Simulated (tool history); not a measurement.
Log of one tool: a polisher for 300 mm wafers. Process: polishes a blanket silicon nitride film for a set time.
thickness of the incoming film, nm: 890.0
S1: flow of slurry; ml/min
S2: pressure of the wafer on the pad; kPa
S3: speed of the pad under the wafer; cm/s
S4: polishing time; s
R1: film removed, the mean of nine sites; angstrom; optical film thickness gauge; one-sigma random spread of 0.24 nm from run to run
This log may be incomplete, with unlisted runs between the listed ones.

run	hour	S1	S2	S3	S4	R1
1	0.0	305	30.3	116	20	586.69
2	4.2	305	30.3	116	20	585.77
3	5.5	305	30.3	140	20	673.23
4	10.3	305	26.2	128	20	546.19
5	13.0	305	23.4	120	20	473.19
6	18.9	305	21.4	114	20	413.57
7	24.3	305	19.3	112	20	369.93
8	32.9	300	13.8	108	20	260.49
9	34.7	315	13.8	108	20	259.79
10	38.2	315	17.2	108	20	321.77
11	43.1	300	17.2	108	20	316.05
12	51.7	255	14.5	108	20	264.59
13	59.6	270	14.5	108	20	266.65
14	68.5	285	14.5	108	20	269.81
15	76.2	295	14.5	108	20	268.11
16	77.7	305	14.5	108	20	273.36

The next listed run, before its measurement:
17	78.4	305	14.5	108	20	?

{"run 17": {"R1": 267.79}}
